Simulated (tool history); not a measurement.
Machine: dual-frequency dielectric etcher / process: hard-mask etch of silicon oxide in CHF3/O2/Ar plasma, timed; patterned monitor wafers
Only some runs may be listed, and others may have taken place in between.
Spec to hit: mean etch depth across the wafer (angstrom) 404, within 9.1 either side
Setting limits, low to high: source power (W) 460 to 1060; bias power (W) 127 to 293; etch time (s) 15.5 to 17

run,hour,source power (W),bias power (W),etch time (s),mean etch depth across the wafer (angstrom)
1,0,760,210,17,364.97
2,4.8,760,210,15.5,333.71
3,9.7,800,215,15.5,343.24
4,12.1,820,224,15.5,351.84
5,14.6,820,252,15.5,368.13
6,20.4,840,255,15.5,374.38
7,25.6,860,257,15.5,378.66
8,34,880,259,15.5,383.58
9,37.8,890,260,15.5,384.79

Which one of the following 5 next-run settings gets every result inside its allowed miss? There is exactly one.
A,41.6,720,289,15.5,?
B,41.6,820,240,15.5,?
C,41.6,930,246,15.5,?
D,41.6,900,206,15.5,?
E,41.6,950,256,16,?

move,mean etch depth across the wafer (angstrom)
A,367.71
B,361.23
C,383.81
D,354.57
E,405.65
A: its largest miss is bigger than the last run's
B: its largest miss is bigger than the last run's
C: its largest miss is bigger than the last run's
D: its largest miss is bigger than the last run's
E: every result lands within tolerance
So the answer is move E, the one that meets all the targets.

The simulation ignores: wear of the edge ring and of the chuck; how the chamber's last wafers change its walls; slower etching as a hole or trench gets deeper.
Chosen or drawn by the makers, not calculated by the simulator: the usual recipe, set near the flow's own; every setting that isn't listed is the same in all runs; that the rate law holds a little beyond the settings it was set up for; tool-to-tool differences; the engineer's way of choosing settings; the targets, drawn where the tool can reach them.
